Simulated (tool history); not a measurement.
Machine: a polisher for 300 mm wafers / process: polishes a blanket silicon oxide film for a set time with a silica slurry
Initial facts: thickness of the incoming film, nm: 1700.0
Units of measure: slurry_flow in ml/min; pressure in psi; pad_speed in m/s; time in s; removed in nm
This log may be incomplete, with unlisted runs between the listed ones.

run,hour,slurry_flow,pressure,pad_speed,slurry_solids,time,removed
1,0,155,5,1.24,1,49,220.24
2,6.4,155,5,1.24,1.1,49,229.62
3,14.1,155,4.5,1.24,1.1,49,206.94
4,16.1,170,4.5,1.24,1.1,49,214.67
5,21.6,170,4.5,1.24,1.1,49,213.07
6,22.5,170,4.5,1.24,1.1,49,211.36
7,25,165,4.1,1.24,1.1,49,193.35
8,29.7,160,3.9,1.24,1.1,49,182.33

Run 9 has not been measured yet. What should we expect?
9,34.5,150,3.8,1.24,1.1,49,?

{"run 9": {"removed": 173.95}}
